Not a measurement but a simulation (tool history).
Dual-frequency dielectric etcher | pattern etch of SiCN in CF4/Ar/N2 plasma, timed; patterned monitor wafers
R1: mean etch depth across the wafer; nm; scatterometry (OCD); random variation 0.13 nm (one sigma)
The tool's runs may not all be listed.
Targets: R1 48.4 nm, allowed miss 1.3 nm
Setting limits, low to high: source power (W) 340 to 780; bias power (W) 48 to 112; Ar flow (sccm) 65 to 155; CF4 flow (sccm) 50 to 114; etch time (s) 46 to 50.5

{"run": 1, "hour": 0.0, "source power (W)": 560, "bias power (W)": 80, "Ar flow (sccm)": 110, "CF4 flow (sccm)": 82, "etch time (s)": 50.5, "R1": 58.203}
{"run": 2, "hour": 1.6, "source power (W)": 540, "bias power (W)": 80, "Ar flow (sccm)": 110, "CF4 flow (sccm)": 82, "etch time (s)": 50.5, "R1": 56.7}
{"run": 3, "hour": 6.8, "source power (W)": 540, "bias power (W)": 80, "Ar flow (sccm)": 126, "CF4 flow (sccm)": 82, "etch time (s)": 50.5, "R1": 55.349}
{"run": 4, "hour": 12.2, "source power (W)": 520, "bias power (W)": 80, "Ar flow (sccm)": 126, "CF4 flow (sccm)": 82, "etch time (s)": 50.5, "R1": 53.626}
{"run": 5, "hour": 17.0, "source power (W)": 510, "bias power (W)": 80, "Ar flow (sccm)": 126, "CF4 flow (sccm)": 82, "etch time (s)": 50.5, "R1": 53.018}
{"run": 6, "hour": 21.7, "source power (W)": 510, "bias power (W)": 87, "Ar flow (sccm)": 126, "CF4 flow (sccm)": 82, "etch time (s)": 50.5, "R1": 54.485}
{"run": 7, "hour": 25.9, "source power (W)": 490, "bias power (W)": 87, "Ar flow (sccm)": 126, "CF4 flow (sccm)": 82, "etch time (s)": 50.5, "R1": 53.038}
{"run": 8, "hour": 32.7, "source power (W)": 480, "bias power (W)": 87, "Ar flow (sccm)": 126, "CF4 flow (sccm)": 82, "etch time (s)": 50.5, "R1": 52.198}
{"run": 9, "hour": 35.9, "source power (W)": 470, "bias power (W)": 87, "Ar flow (sccm)": 126, "CF4 flow (sccm)": 82, "etch time (s)": 50.5, "R1": 51.376}
{"run": 10, "hour": 41.4, "source power (W)": 460, "bias power (W)": 87, "Ar flow (sccm)": 126, "CF4 flow (sccm)": 82, "etch time (s)": 50.5, "R1": 50.34}
{"hour": 47.1, "done": "source power generator calibrated"}
{"run": 11, "hour": 47.1, "source power (W)": 450, "bias power (W)": 87, "Ar flow (sccm)": 126, "CF4 flow (sccm)": 82, "etch time (s)": 50.5, "R1": 50.601}

Exercise: of the 5 proposed moves below, exactly one satisfies all targets within the stated allowed misses. Which move is it?
{"run": "A", "hour": 52.8, "source power (W)": 480, "bias power (W)": 91, "Ar flow (sccm)": 128, "CF4 flow (sccm)": 89, "etch time (s)": 50.5, "R1": "?"}
{"run": "B", "hour": 52.8, "source power (W)": 520, "bias power (W)": 79, "Ar flow (sccm)": 111, "CF4 flow (sccm)": 66, "etch time (s)": 50, "R1": "?"}
{"run": "C", "hour": 52.8, "source power (W)": 450, "bias power (W)": 87, "Ar flow (sccm)": 119, "CF4 flow (sccm)": 83, "etch time (s)": 48, "R1": "?"}
{"run": "D", "hour": 52.8, "source power (W)": 480, "bias power (W)": 87, "Ar flow (sccm)": 123, "CF4 flow (sccm)": 81, "etch time (s)": 50.5, "R1": "?"}
{"run": "E", "hour": 52.8, "source power (W)": 480, "bias power (W)": 85, "Ar flow (sccm)": 110, "CF4 flow (sccm)": 83, "etch time (s)": 49.5, "R1": "?"}

move=A R1=54.132
move=B R1=53.549
move=C R1=48.506
move=D R1=53.054
move=E R1=52.738
A: misses by more than the last run did
B: misses by more than the last run did
C: meets every target
D: misses by more than the last run did
E: misses by more than the last run did
Correct choice: C, which meets every target
